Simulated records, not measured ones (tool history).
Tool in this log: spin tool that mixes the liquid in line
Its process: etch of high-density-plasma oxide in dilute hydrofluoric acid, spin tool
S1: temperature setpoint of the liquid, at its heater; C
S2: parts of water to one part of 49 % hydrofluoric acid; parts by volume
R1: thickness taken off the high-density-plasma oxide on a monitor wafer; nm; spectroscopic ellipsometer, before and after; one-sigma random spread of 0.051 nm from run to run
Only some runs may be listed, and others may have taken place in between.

run 1 hour=0.0 | S1=21.0 S2=165 time_under_the_liquid_(s)=55 | R1=2.2082
run 2 hour=1.7 | S1=22.0 S2=150 time_under_the_liquid_(s)=55 | R1=2.5247
run 3 hour=5.9 | S1=24.5 S2=150 time_under_the_liquid_(s)=55 | R1=2.7800
run 4 hour=8.4 | S1=25.0 S2=140 time_under_the_liquid_(s)=55 | R1=3.0541
run 5 hour=12.4 | S1=28.5 S2=140 time_under_the_liquid_(s)=55 | R1=3.5223
run 6 hour=17.5 | S1=28.5 S2=140 time_under_the_liquid_(s)=55 | R1=3.5605

Run 7, settings as shown, results not yet in. Your forecast:
run 7 hour=21.9 | S1=28.5 S2=130 time_under_the_liquid_(s)=55 | R1=?

R1: 3.8331 nm
